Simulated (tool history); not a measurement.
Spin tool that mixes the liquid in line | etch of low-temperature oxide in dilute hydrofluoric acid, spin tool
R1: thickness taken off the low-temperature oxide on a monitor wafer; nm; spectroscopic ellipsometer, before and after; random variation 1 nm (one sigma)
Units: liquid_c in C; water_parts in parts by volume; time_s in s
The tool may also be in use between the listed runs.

Run 1, day 0: liquid_c 23 C, water_parts 95 parts by volume, time_s 320 s. Result: R1 64.298 nm.
Run 2, day 0.317: liquid_c 23 C, water_parts 125 parts by volume, time_s 320 s. Result: R1 47.493 nm.
Run 3, day 0.425: liquid_c 26 C, water_parts 125 parts by volume, time_s 320 s. Result: R1 54.087 nm.
Run 4, day 0.446: liquid_c 27 C, water_parts 115 parts by volume, time_s 320 s. Result: R1 61.846 nm.
Run 5, day 0.592: liquid_c 27 C, water_parts 135 parts by volume, time_s 320 s. Result: R1 50.925 nm.
Run 6, day 0.662: liquid_c 27 C, water_parts 150 parts by volume, time_s 320 s. Result: R1 44.71 nm.
Run 7, day 0.921: liquid_c 31 C, water_parts 110 parts by volume, time_s 325 s. Result: R1 76.362 nm.

Run 8 comes next. What will it give?
Run 8, day 0.971: liquid_c 31 C, water_parts 100 parts by volume, time_s 325 s. Result: R1 ?.

{"run 8": {"R1": 85.683}}
